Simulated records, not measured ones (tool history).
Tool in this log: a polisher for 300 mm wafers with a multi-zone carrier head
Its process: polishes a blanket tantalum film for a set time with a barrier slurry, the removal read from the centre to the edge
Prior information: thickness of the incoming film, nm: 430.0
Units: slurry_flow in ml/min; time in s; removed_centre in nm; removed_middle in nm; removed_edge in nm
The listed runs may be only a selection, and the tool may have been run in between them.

run  hour  slurry_flow  centre_zone  middle_zone  edge_zone  slurry_solids  time  removed_centre  removed_middle  removed_edge
  1     0          255            1            1          1              1    52          52.694           52.22          53.3
  2   8.5          280         1.04         1.06          1           1.15    54          60.381          59.902        58.658
  3   9.4          300         1.06          1.1       0.98           1.25    56           66.45          66.327        61.563
  4  14.5          300         1.06          1.1       0.98            1.1    56          65.103          64.063        59.731
  5  20.7          300         1.06          1.1        0.9            1.1    56          64.621          63.414        57.948
  6  28.8          300         1.06          1.1       0.99            1.1    56          65.197          64.769        59.753
  7    31          325         1.08         1.13       1.01            1.2    57          69.169          69.023        62.825
  8  36.4          330         1.09         1.15          1            1.3    58          73.347           72.28        65.116
  9  45.1          330         1.09         1.15          1            1.3    58          71.995          71.963        65.342
 10  48.1          340         1.09         1.16       0.96           1.35    60          75.794          75.788        66.924

Run 11 has not been measured yet. What should we expect?
 11  54.6          350         1.09         1.17       0.95            1.4    61               ?               ?             ?

Run 11 yielded removed_centre 78.432 nm, removed_middle 79.34 nm, removed_edge 69.581 nm.

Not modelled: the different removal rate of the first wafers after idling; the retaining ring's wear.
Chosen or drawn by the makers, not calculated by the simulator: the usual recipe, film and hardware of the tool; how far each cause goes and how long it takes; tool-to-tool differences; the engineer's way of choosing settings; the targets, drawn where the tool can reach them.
